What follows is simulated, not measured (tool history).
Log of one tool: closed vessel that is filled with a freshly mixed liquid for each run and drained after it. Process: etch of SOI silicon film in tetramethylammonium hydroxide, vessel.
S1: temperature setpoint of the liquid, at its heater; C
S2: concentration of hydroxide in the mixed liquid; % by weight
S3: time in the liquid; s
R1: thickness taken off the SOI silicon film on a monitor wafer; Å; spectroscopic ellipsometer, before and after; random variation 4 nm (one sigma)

run	hour	S1	S2	S3	R1
1	0.0	72.0	9.5	90	7120.5
2	2.3	72.0	7.5	90	7560.5
3	9.7	72.0	6.0	90	7835.3
4	11.4	72.0	6.0	100	8811.5
5	19.6	68.0	6.0	100	6980.8
6	20.7	65.5	6.0	100	6024.0
7	29.3	63.5	6.0	100	5348.9
8	30.9	62.5	6.0	100	4997.4
9	35.3	61.5	6.0	100	4714.9
10	43.6	61.0	6.0	100	4563.7

Run 11 comes next. What will it give?
11	46.0	60.5	6.0	100	?

R1: 4452.7 Å
